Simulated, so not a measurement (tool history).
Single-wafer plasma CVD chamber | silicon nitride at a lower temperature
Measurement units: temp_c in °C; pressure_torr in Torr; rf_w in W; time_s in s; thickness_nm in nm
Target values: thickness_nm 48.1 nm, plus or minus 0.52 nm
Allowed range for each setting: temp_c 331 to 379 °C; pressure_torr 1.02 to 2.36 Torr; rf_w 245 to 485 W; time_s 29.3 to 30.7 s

{"run": 1, "hour": 0.0, "temp_c": 355, "pressure_torr": 1.69, "rf_w": 365, "time_s": 30.7, "thickness_nm": 42.808}
{"run": 2, "hour": 3.6, "temp_c": 355, "pressure_torr": 1.69, "rf_w": 365, "time_s": 30.7, "thickness_nm": 42.766}
{"run": 3, "hour": 4.3, "temp_c": 355, "pressure_torr": 1.49, "rf_w": 365, "time_s": 30.7, "thickness_nm": 42.105}
{"run": 4, "hour": 6.4, "temp_c": 355, "pressure_torr": 1.49, "rf_w": 365, "time_s": 30.7, "thickness_nm": 41.924}
{"run": 5, "hour": 8.0, "temp_c": 355, "pressure_torr": 1.66, "rf_w": 375, "time_s": 30.7, "thickness_nm": 43.499}
{"run": 6, "hour": 15.4, "temp_c": 355, "pressure_torr": 1.81, "rf_w": 375, "time_s": 30.7, "thickness_nm": 44.015}
{"run": 7, "hour": 23.3, "temp_c": 355, "pressure_torr": 1.81, "rf_w": 375, "time_s": 30.7, "thickness_nm": 44.185}
{"run": 8, "hour": 25.5, "temp_c": 355, "pressure_torr": 1.92, "rf_w": 380, "time_s": 30.7, "thickness_nm": 45.054}
{"run": 9, "hour": 32.7, "temp_c": 355, "pressure_torr": 2.26, "rf_w": 390, "time_s": 30.7, "thickness_nm": 47.041}
{"run": 10, "hour": 39.4, "temp_c": 355, "pressure_torr": 2.28, "rf_w": 390, "time_s": 30.7, "thickness_nm": 47.267}
{"run": 11, "hour": 41.7, "temp_c": 355, "pressure_torr": 2.3, "rf_w": 390, "time_s": 30.7, "thickness_nm": 47.306}
{"run": 12, "hour": 47.8, "temp_c": 355, "pressure_torr": 2.31, "rf_w": 390, "time_s": 30.7, "thickness_nm": 47.306}
{"run": 13, "hour": 52.6, "temp_c": 355, "pressure_torr": 2.32, "rf_w": 390, "time_s": 30.7, "thickness_nm": 47.424}

Pick the move, out of 5, that brings all results within their allowed miss; only one does.
{"run": "A", "hour": 57.4, "temp_c": 359, "pressure_torr": 2.35, "rf_w": 405, "time_s": 29.7, "thickness_nm": "?"}
{"run": "B", "hour": 57.4, "temp_c": 351, "pressure_torr": 2.18, "rf_w": 400, "time_s": 30.2, "thickness_nm": "?"}
{"run": "C", "hour": 57.4, "temp_c": 353, "pressure_torr": 2.08, "rf_w": 390, "time_s": 30.7, "thickness_nm": "?"}
{"run": "D", "hour": 57.4, "temp_c": 357, "pressure_torr": 2.18, "rf_w": 410, "time_s": 30.7, "thickness_nm": "?"}
{"run": "E", "hour": 57.4, "temp_c": 347, "pressure_torr": 2.33, "rf_w": 425, "time_s": 30.2, "thickness_nm": "?"}

move=A thickness_nm=46.756
move=B thickness_nm=46.719
move=C thickness_nm=46.321
move=D thickness_nm=48.105
move=E thickness_nm=49.173
A: the biggest miss grows against the last run
B: the biggest miss grows against the last run
C: the biggest miss grows against the last run
D: hits every target within its allowed miss
E: takes the result that was furthest off past its target
Move D is the one to make.
